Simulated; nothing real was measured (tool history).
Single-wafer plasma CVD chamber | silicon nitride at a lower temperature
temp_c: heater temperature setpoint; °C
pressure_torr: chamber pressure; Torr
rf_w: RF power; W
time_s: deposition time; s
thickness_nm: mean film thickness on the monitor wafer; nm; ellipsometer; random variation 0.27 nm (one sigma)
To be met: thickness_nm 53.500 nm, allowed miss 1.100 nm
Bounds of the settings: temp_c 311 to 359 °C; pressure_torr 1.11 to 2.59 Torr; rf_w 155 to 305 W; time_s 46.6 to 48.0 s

run  hour  temp_c  pressure_torr  rf_w  time_s  thickness_nm
  1   0.0     335           1.85   230    46.6        45.512
  2   4.9     335           1.85   230    48.0        46.881
  3  11.5     335           1.85   230    46.6        45.550
  4  17.9     335           2.00   240    46.7        48.449
  5  22.6     343           2.00   240    46.7        48.274
  6  30.7     343           2.28   240    46.7        50.173
  7  38.5     343           2.34   245    46.7        51.086
  8  44.3     343           2.38   245    46.7        52.090
  9  46.1     343           2.41   245    46.7        51.229

5 next moves are on the table. One of them brings every result within its allowed miss. Which?
  A  47.9     339           2.15   275    48.0             ?
  B  47.9     352           2.42   240    46.8             ?
  C  47.9     351           2.53   240    46.6             ?
  D  47.9     339           2.27   245    46.6             ?
  E  47.9     336           2.56   240    48.0             ?

move  thickness_nm
   A        56.300
   B        50.639
   C        51.024
   D        50.695
   E        53.027
A: takes the result that was furthest off past its target
B: further off than the last run
C: further off than the last run
D: further off than the last run
E: meets every target
Answer: E
